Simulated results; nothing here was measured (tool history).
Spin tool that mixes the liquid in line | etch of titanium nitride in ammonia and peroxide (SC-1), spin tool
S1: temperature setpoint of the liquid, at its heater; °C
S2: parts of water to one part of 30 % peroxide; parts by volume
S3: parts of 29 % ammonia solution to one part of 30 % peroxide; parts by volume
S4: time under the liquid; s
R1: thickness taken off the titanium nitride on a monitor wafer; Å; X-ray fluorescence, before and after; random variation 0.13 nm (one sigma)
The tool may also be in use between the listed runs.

run  hour    S1   S2    S3   S4      R1
  1   0.0  50.0  9.5  0.75  320  224.88
  2   8.4  49.0  9.5  0.75  320  207.74
  3  12.5  49.0  9.5  0.75  340  221.83
  4  15.2  48.0  9.5  0.75  340  205.62
  5  16.2  48.0  9.5  0.60  340  199.11
  6  22.3  50.5  9.5  0.60  340  239.46

The next listed run, before its measurement:
  7  25.8  49.0  9.5  0.60  340   ?

R1: 211.78 Å
